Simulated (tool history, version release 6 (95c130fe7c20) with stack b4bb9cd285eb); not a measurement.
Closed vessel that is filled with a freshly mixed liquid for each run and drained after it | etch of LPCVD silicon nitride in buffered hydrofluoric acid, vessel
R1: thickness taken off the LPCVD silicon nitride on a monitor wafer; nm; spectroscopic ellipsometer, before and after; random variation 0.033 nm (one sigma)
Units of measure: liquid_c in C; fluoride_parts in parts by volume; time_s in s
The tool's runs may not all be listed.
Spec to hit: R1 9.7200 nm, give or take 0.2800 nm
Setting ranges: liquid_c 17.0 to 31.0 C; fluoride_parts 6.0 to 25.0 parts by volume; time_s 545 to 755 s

{"run": 1, "day": 0.0, "liquid_c": 23.0, "fluoride_parts": 15.5, "time_s": 755, "R1": 6.104}
{"run": 2, "day": 0.092, "liquid_c": 24.0, "fluoride_parts": 15.5, "time_s": 755, "R1": 6.4538}
{"run": 3, "day": 0.171, "liquid_c": 24.0, "fluoride_parts": 15.5, "time_s": 545, "R1": 4.6523}
{"run": 4, "day": 0.546, "liquid_c": 24.5, "fluoride_parts": 14.0, "time_s": 555, "R1": 5.4085}
{"run": 5, "day": 0.958, "liquid_c": 21.0, "fluoride_parts": 14.0, "time_s": 555, "R1": 4.4688}
{"run": 6, "day": 1.371, "liquid_c": 21.0, "fluoride_parts": 14.0, "time_s": 755, "R1": 6.04}
{"run": 7, "day": 1.696, "liquid_c": 22.5, "fluoride_parts": 13.5, "time_s": 755, "R1": 6.81}
{"run": 8, "day": 1.758, "liquid_c": 23.5, "fluoride_parts": 13.5, "time_s": 755, "R1": 7.2093}
{"run": 9, "day": 2.0, "liquid_c": 24.0, "fluoride_parts": 13.5, "time_s": 755, "R1": 7.4002}
{"run": 10, "day": 2.108, "liquid_c": 24.5, "fluoride_parts": 13.5, "time_s": 755, "R1": 7.5412}
{"run": 11, "day": 2.392, "liquid_c": 25.0, "fluoride_parts": 13.5, "time_s": 755, "R1": 7.7876}
{"run": 12, "day": 2.638, "liquid_c": 25.5, "fluoride_parts": 13.5, "time_s": 755, "R1": 8.0293}

4 next moves are on the table. One of them brings every result within its allowed miss. Which?
{"run": "A", "day": 2.883, "liquid_c": 27.5, "fluoride_parts": 9.5, "time_s": 570, "R1": "?"}
{"run": "B", "day": 2.883, "liquid_c": 31.0, "fluoride_parts": 11.0, "time_s": 565, "R1": "?"}
{"run": "C", "day": 2.883, "liquid_c": 28.0, "fluoride_parts": 12.5, "time_s": 685, "R1": "?"}
{"run": "D", "day": 2.883, "liquid_c": 27.0, "fluoride_parts": 11.0, "time_s": 735, "R1": "?"}

move=A R1=9.3470
move=B R1=9.8334
move=C R1=8.9868
move=D R1=10.3570
A: nearer than the last run, and not there yet
B: all results land within tolerance of their targets
C: nearer than the last run, and not there yet
D: takes the result that was furthest off past its target
B is the move that brings every result within its allowed miss.
